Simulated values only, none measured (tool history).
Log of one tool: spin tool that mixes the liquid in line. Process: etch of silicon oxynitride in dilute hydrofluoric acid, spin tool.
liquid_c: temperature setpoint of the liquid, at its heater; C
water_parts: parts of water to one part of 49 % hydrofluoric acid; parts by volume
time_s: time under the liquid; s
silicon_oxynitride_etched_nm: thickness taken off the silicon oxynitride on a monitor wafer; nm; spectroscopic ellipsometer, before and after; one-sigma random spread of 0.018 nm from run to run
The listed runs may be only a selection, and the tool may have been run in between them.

run	hour	liquid_c	water_parts	time_s	silicon_oxynitride_etched_nm
1	0	22	210	305	7.0815
2	6.9	22	240	305	6.0311
3	12.9	22	300	305	4.6755
4	21.1	21.5	305	305	4.4502
# hour 24.3: hydrofluoric acid flow meter replaced
5	24.3	21.5	340	305	3.4995
6	28.1	23	340	305	3.7349

Run 7, settings as shown, results not yet in. Your forecast:
7	36.5	22.5	340	305	?

{"run 7": {"silicon_oxynitride_etched_nm": 3.6493}}
